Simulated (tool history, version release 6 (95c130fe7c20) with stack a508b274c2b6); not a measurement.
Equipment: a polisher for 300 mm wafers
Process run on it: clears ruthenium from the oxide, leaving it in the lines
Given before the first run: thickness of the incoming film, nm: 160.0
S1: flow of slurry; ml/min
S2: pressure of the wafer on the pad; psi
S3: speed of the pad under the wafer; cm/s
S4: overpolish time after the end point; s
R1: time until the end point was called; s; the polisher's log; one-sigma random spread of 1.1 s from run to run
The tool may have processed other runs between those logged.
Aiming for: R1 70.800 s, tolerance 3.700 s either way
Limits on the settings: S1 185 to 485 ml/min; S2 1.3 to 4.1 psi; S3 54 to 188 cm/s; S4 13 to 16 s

{"run": 1, "hour": 0.0, "S1": 310, "S2": 2.7, "S3": 120, "S4": 16, "R1": 85.861}
{"run": 2, "hour": 8.0, "S1": 310, "S2": 2.8, "S3": 120, "S4": 16, "R1": 84.003}
{"run": 3, "hour": 16.3, "S1": 310, "S2": 2.9, "S3": 120, "S4": 16, "R1": 79.812}
{"run": 4, "hour": 21.0, "S1": 310, "S2": 2.9, "S3": 120, "S4": 16, "R1": 83.298}
{"run": 5, "hour": 24.4, "S1": 310, "S2": 2.9, "S3": 120, "S4": 13, "R1": 81.926}
{"run": 6, "hour": 26.3, "S1": 310, "S2": 2.4, "S3": 120, "S4": 13, "R1": 91.961}
{"run": 7, "hour": 32.4, "S1": 310, "S2": 2.7, "S3": 122, "S4": 13, "R1": 83.988}
{"run": 8, "hour": 39.7, "S1": 310, "S2": 2.9, "S3": 124, "S4": 13, "R1": 81.454}

Exactly one of the 5 candidate moves below puts every result within its allowed miss. Which one?
{"run": "A", "hour": 47.0, "S1": 255, "S2": 3.4, "S3": 126, "S4": 16, "R1": "?"}
{"run": "B", "hour": 47.0, "S1": 290, "S2": 3.2, "S3": 114, "S4": 13, "R1": "?"}
{"run": "C", "hour": 47.0, "S1": 295, "S2": 2.4, "S3": 122, "S4": 16, "R1": "?"}
{"run": "D", "hour": 47.0, "S1": 315, "S2": 3.2, "S3": 102, "S4": 15, "R1": "?"}
{"run": "E", "hour": 47.0, "S1": 300, "S2": 2.4, "S3": 112, "S4": 13, "R1": "?"}

move=A R1=69.751
move=B R1=79.955
move=C R1=93.783
move=D R1=88.497
move=E R1=101.760
A: all results land within tolerance of their targets
B: better than the last run, though not everything is in spec
C: the biggest miss grows against the last run
D: the biggest miss grows against the last run
E: the biggest miss grows against the last run
A is the move that brings every result within its allowed miss.

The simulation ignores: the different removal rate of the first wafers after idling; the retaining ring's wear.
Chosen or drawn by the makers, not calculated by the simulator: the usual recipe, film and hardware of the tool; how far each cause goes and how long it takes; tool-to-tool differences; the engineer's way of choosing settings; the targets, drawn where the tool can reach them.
